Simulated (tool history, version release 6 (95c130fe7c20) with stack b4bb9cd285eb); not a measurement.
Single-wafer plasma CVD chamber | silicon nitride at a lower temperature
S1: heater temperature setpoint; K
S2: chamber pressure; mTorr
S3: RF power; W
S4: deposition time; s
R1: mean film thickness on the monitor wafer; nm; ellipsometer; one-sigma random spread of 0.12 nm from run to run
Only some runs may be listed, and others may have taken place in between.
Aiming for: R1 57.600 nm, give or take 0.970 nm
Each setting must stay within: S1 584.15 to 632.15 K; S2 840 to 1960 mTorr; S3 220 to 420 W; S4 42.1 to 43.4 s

run	hour	S1	S2	S3	S4	R1
1	0.0	608.15	1400	320	42.1	50.698
2	8.1	613.15	1400	320	42.1	50.610
3	16.5	613.15	1510	320	42.1	51.941
4	17.2	617.15	1510	320	42.1	51.722
5	25.0	617.15	1560	320	42.1	52.317
6	25.7	617.15	1610	320	42.1	52.875
7	29.9	617.15	1650	320	42.1	53.346
8	33.6	617.15	1690	320	42.1	53.795
9	37.2	617.15	1690	320	42.1	53.873
10	44.9	617.15	1720	320	42.1	54.221

Which single option among these 5 for the next run brings every result within its allowed miss of target? Just one does.
A	52.6	606.15	1770	295	42.2	?
B	52.6	631.15	1770	310	42.5	?
C	52.6	619.15	1500	310	42.6	?
D	52.6	612.15	1620	320	42.1	?
E	52.6	620.15	1910	330	42.6	?

move	R1
A	51.864
B	53.501
C	50.999
D	53.049
E	57.613
A: further off than the last run
B: further off than the last run
C: further off than the last run
D: further off than the last run
E: all results land within tolerance of their targets
Go with E: it meets all targets.

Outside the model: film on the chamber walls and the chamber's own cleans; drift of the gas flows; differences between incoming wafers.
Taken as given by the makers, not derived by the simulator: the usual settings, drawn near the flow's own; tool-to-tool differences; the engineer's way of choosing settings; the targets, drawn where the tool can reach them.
